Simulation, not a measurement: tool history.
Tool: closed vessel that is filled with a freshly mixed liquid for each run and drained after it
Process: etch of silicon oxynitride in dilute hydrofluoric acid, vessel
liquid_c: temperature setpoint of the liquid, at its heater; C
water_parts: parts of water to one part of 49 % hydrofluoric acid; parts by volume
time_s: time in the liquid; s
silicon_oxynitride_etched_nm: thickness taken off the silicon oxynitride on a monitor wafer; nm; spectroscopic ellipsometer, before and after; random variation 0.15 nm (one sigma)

{"run": 1, "hour": 0.0, "liquid_c": 25.0, "water_parts": 150, "time_s": 2550, "silicon_oxynitride_etched_nm": 30.141}
{"run": 2, "hour": 2.5, "liquid_c": 26.0, "water_parts": 150, "time_s": 2550, "silicon_oxynitride_etched_nm": 31.483}
{"run": 3, "hour": 10.0, "liquid_c": 26.0, "water_parts": 150, "time_s": 2550, "silicon_oxynitride_etched_nm": 31.538}
{"run": 4, "hour": 16.2, "liquid_c": 27.0, "water_parts": 150, "time_s": 2550, "silicon_oxynitride_etched_nm": 32.828}
{"run": 5, "hour": 24.9, "liquid_c": 28.0, "water_parts": 150, "time_s": 2550, "silicon_oxynitride_etched_nm": 34.275}
{"run": 6, "hour": 30.6, "liquid_c": 28.0, "water_parts": 100, "time_s": 2550, "silicon_oxynitride_etched_nm": 53.849}

Run 7 comes next. What will it give?
{"run": 7, "hour": 36.4, "liquid_c": 26.5, "water_parts": 100, "time_s": 2550, "silicon_oxynitride_etched_nm": "?"}

{"run 7": {"silicon_oxynitride_etched_nm": 50.78}}
